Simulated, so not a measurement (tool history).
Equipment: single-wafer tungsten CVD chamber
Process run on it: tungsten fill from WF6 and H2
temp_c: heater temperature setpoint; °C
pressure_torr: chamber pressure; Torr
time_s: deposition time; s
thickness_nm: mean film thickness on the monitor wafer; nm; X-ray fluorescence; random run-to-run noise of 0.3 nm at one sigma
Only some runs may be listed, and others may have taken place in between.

run  hour  temp_c  pressure_torr  time_s  thickness_nm
  1   0.0     380           33.7    27.1        53.139
  2   5.8     382           33.7    27.1        54.289
  3   8.6     382           29.2    27.1        51.059
  4  11.0     382           34.4    27.1        55.588
  5  17.3     377           34.4    27.1        50.218
  6  25.5     377           34.4    28.0        51.943
  7  29.4     379           34.4    28.0        54.080

Estimate the outcome of run 8 from the log above:
  8  33.0     381           34.4    28.0             ?

{"run 8": {"thickness_nm": 55.972}}
